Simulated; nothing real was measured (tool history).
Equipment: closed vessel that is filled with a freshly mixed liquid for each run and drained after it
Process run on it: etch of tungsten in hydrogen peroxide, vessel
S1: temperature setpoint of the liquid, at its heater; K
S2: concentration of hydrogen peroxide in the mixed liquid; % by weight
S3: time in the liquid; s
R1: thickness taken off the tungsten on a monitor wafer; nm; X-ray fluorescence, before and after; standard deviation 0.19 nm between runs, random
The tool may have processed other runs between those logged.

| run | hour | S1 | S2 | S3 | R1 |
|---|---|---|---|---|---|
| 1 | 0 | 322.15 | 15.5 | 90 | 67.114 |
| 2 | 0.7 | 322.15 | 18.5 | 90 | 73.406 |
| 3 | 2.4 | 322.15 | 18.5 | 95 | 76.709 |
| 4 | 6.7 | 319.65 | 18.5 | 95 | 65.978 |
| 5 | 8.5 | 319.65 | 18.5 | 90 | 62.679 |
| 6 | 15.5 | 319.65 | 18.5 | 95 | 65.891 |
| 7 | 16 | 318.15 | 18.5 | 95 | 60.367 |
| 8 | 21.7 | 317.15 | 18.5 | 95 | 56.007 |
| 9 | 26.2 | 316.65 | 18.5 | 95 | 54.388 |
| 10 | 29 | 316.15 | 18.5 | 95 | 53.105 |

Estimate the outcome of run 11 from the log above:
|  | 31.5 | new drum of peroxide connected |
| 11 | 31.5 | 315.65 | 18.5 | 95 | ? |

Run 11 gave R1 53.082 nm.
